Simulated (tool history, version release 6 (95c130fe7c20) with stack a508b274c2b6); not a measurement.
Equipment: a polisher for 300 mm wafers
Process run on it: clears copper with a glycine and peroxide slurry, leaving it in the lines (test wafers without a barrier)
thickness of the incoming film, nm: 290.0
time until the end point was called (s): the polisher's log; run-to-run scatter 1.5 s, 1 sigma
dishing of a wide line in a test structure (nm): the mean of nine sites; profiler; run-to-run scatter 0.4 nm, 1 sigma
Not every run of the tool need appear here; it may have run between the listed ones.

run,hour,flow of slurry (ml/min),pressure of the wafer on the pad (psi),speed of the pad under the wafer (m/s),overpolish time after the end point (s),time until the end point was called (s),dishing of a wide line in a test structure (nm)
1,0.0,150,1.6,0.98,10,65.514,31.621
2,5.3,150,1.6,1.10,10,59.622,33.155
3,7.3,150,1.6,1.10,12,59.658,38.229
4,12.3,150,1.9,1.10,12,54.243,42.430
5,13.4,145,1.7,1.06,13,61.591,41.913
6,21.2,140,1.6,1.04,13,63.001,40.095
7,23.9,140,1.5,1.02,14,67.651,40.394
8,31.2,135,1.4,1.00,14,72.931,38.321

Run 9 comes next. What will it give?
# hour 38.2: head pressure recalibrated
9,38.2,130,1.4,1.00,14,?,?

{"run 9": {"time until the end point was called (s)": 76.239, "dishing of a wide line in a test structure (nm)": 36.714}}
